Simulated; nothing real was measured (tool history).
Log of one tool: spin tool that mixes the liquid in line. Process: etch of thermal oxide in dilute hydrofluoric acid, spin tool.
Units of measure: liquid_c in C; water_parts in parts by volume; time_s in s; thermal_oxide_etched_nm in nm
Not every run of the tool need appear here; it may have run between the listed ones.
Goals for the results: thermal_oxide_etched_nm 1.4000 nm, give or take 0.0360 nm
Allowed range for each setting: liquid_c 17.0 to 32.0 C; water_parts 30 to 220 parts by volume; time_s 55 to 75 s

| run | hour | liquid_c | water_parts | time_s | thermal_oxide_etched_nm |
|---|---|---|---|---|---|
| 1 | 0.0 | 24.0 | 125 | 75 | 2.6675 |
| 2 | 2.4 | 24.0 | 125 | 55 | 1.9617 |
| 3 | 3.3 | 24.0 | 125 | 75 | 2.6610 |
| 4 | 10.7 | 22.5 | 135 | 75 | 2.3014 |
| 5 | 15.0 | 22.5 | 135 | 55 | 1.6805 |
| 6 | 19.3 | 22.0 | 135 | 55 | 1.6459 |
| 7 | 27.4 | 21.5 | 135 | 55 | 1.6174 |
| 8 | 36.3 | 21.0 | 135 | 55 | 1.5868 |
|  | 41.2 | thermometer replaced |
| 9 | 41.2 | 20.5 | 135 | 55 | 1.6465 |
| 10 | 42.0 | 20.0 | 135 | 55 | 1.6115 |
| 11 | 48.1 | 19.5 | 135 | 55 | 1.5695 |
| 12 | 53.3 | 19.0 | 135 | 55 | 1.5428 |
| 13 | 61.3 | 19.0 | 135 | 55 | 1.5506 |
| 14 | 65.2 | 18.5 | 135 | 55 | 1.5150 |
| 15 | 66.8 | 18.0 | 135 | 55 | 1.4748 |
| 16 | 72.4 | 17.5 | 135 | 55 | 1.4471 |

Of the 5 settings listed for the next run, only one would bring every result within its allowed miss of target. Which one?
| A | 78.0 | 18.5 | 190 | 75 | ? |
| B | 78.0 | 17.0 | 135 | 60 | ? |
| C | 78.0 | 19.0 | 165 | 70 | ? |
| D | 78.0 | 17.0 | 160 | 70 | ? |
| E | 78.0 | 17.5 | 170 | 75 | ? |

| move | thermal_oxide_etched_nm |
|---|---|
| A | 1.3859 |
| B | 1.5493 |
| C | 1.5569 |
| D | 1.4884 |
| E | 1.5171 |
A: meets every target
B: its largest miss is bigger than the last run's
C: its largest miss is bigger than the last run's
D: its largest miss is bigger than the last run's
E: its largest miss is bigger than the last run's
A meets every target.
